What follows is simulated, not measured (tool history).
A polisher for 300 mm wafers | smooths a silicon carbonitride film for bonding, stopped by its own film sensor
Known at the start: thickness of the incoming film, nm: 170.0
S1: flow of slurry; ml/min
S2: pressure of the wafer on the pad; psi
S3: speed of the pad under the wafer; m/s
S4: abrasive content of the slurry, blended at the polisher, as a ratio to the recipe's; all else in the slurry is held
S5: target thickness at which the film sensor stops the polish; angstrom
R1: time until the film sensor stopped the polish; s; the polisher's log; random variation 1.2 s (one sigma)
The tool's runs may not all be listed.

run	hour	S1	S2	S3	S4	S5	R1
1	0	125	2.5	0.94	1	1430	95.281
2	6.9	125	2.5	1.14	1	1430	83.249
3	15.8	125	2.5	1.36	1	1430	71.335
4	21.5	125	2.5	1.26	1	1430	76.818
5	25.6	120	2.2	1.26	1	1430	86.753
6	31.6	120	2.2	1.42	1	1430	79.403
7	32.7	115	2	1.42	1	1430	88.207

The next listed run, before its measurement:
8	39.8	85	1.3	1.4	1	1430	?

Run 8 gave R1 142.32 s.
